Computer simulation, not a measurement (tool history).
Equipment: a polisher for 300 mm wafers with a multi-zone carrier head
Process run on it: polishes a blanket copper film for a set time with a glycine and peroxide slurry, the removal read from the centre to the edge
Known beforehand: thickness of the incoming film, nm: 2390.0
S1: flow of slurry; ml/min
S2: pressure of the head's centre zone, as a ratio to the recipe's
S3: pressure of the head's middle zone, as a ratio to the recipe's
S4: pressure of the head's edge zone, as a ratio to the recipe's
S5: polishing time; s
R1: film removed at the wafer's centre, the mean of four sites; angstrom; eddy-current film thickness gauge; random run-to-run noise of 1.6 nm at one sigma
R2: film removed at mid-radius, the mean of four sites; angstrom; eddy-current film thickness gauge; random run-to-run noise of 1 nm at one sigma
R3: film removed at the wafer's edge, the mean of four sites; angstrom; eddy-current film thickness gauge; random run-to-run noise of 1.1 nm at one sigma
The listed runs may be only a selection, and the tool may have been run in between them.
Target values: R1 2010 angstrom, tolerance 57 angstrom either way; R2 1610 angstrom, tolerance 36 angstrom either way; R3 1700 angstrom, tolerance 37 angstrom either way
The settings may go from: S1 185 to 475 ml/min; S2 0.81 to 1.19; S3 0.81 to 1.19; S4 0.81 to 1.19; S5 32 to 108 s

run 1 hour=0 | S1=305 S2=1 S3=1 S4=1 S5=70 | R1=2865.6 R2=2810.9 R3=2805.7
run 2 hour=2 | S1=305 S2=1 S3=1 S4=1 S5=81 | R1=3333.7 R2=3213.6 R3=3299.2
run 3 hour=3 | S1=240 S2=1 S3=1 S4=1 S5=81 | R1=3236 R2=3179.9 R3=3198.7
run 4 hour=7.1 | S1=240 S2=1 S3=1 S4=1 S5=66 | R1=2653.6 R2=2616.5 R3=2648
run 5 hour=10.4 | S1=250 S2=1.01 S3=0.98 S4=0.98 S5=61 | R1=2454.9 R2=2365.3 R3=2399.2
run 6 hour=11.8 | S1=250 S2=1.06 S3=0.98 S4=0.98 S5=61 | R1=2577.9 R2=2361.3 R3=2395.8
run 7 hour=16.2 | S1=250 S2=1.07 S3=0.96 S4=0.95 S5=58 | R1=2477.9 R2=2230.5 R3=2253.6
run 8 hour=21.7 | S1=250 S2=1.08 S3=0.94 S4=0.93 S5=56 | R1=2441.5 R2=2105.7 R3=2153.9
run 9 hour=24.5 | S1=250 S2=1.08 S3=0.92 S4=0.91 S5=54 | R1=2325.8 R2=1995.8 R3=2068.5
run 10 hour=31.4 | S1=250 S2=1.08 S3=0.91 S4=0.9 S5=52 | R1=2205.8 R2=1903.4 R3=1990.4
run 11 hour=35.3 | S1=250 S2=1.09 S3=0.9 S4=0.89 S5=51 | R1=2223.5 R2=1859.9 R3=1922.1
run 12 hour=42.9 | S1=250 S2=1.09 S3=0.9 S4=0.89 S5=51 | R1=2223.2 R2=1852.2 R3=1934.4
run 13 hour=44.6 | S1=250 S2=1.09 S3=0.9 S4=0.89 S5=51 | R1=2239.1 R2=1867.3 R3=1915.1
run 14 hour=46 | S1=250 S2=1.09 S3=0.89 S4=0.88 S5=51 | R1=2205.3 R2=1845.3 R3=1926.9
run 15 hour=51.9 | S1=250 S2=1.09 S3=0.88 S4=0.87 S5=50 | R1=2176.4 R2=1793.2 R3=1898.3
run 16 hour=57.6 | S1=250 S2=1.09 S3=0.88 S4=0.86 S5=49 | R1=2148.5 R2=1755.8 R3=1822.9
run 17 hour=58.8 | S1=250 S2=1.09 S3=0.87 S4=0.85 S5=49 | R1=2152.4 R2=1746.4 R3=1788.2
run 18 hour=60 | S1=245 S2=1.08 S3=0.86 S4=0.85 S5=49 | R1=2083.6 R2=1746.1 R3=1795.6
run 19 hour=66.9 | S1=245 S2=1.08 S3=0.85 S4=0.85 S5=49 | R1=2114.9 R2=1735.3 R3=1822.3
run 20 hour=69.9 | S1=245 S2=1.08 S3=0.85 S4=0.85 S5=49 | R1=2122.4 R2=1702.3 R3=1809.9
run 21 hour=75.3 | S1=245 S2=1.08 S3=0.85 S4=0.84 S5=49 | R1=2116.2 R2=1736.3 R3=1793.6
run 22 hour=77.2 | S1=215 S2=1.07 S3=0.81 S4=0.81 S5=46 | R1=1921.3 R2=1545.7 R3=1646.4
run 23 hour=84.1 | S1=225 S2=1.07 S3=0.81 S4=0.81 S5=46 | R1=1923.7 R2=1559.5 R3=1649.1
run 24 hour=91.5 | S1=235 S2=1.07 S3=0.81 S4=0.81 S5=46 | R1=1952.9 R2=1550.3 R3=1653.4
run 25 hour=96.7 | S1=235 S2=1.07 S3=0.81 S4=0.81 S5=46 | R1=1950.7 R2=1576.4 R3=1663.6
run 26 hour=102.5 | S1=240 S2=1.07 S3=0.81 S4=0.81 S5=46 | R1=1931.3 R2=1576.8 R3=1656.5

Which one of the following 4 next-run settings gets every result inside its allowed miss? There is exactly one.
run A hour=108.3 | S1=360 S2=1.1 S3=0.86 S4=0.89 S5=44 | R1=? R2=? R3=?
run B hour=108.3 | S1=200 S2=0.99 S3=0.83 S4=0.82 S5=47 | R1=? R2=? R3=?
run C hour=108.3 | S1=285 S2=1.13 S3=0.92 S4=0.81 S5=44 | R1=? R2=? R3=?
run D hour=108.3 | S1=190 S2=1.09 S3=0.82 S4=0.84 S5=46 | R1=? R2=? R3=?

move=A R1=1993.4 R2=1605.5 R3=1723.5
move=B R1=1763.5 R2=1557.1 R3=1678.8
move=C R1=1996.7 R2=1641.1 R3=1622.1
move=D R1=1881.7 R2=1497 R3=1649.3
A: hits every target within its allowed miss
B: its largest miss is bigger than the last run's
C: brings the result that was furthest off to its target, and leaves another outside
D: its largest miss is bigger than the last run's
So the answer is move A, the one that meets all the targets.
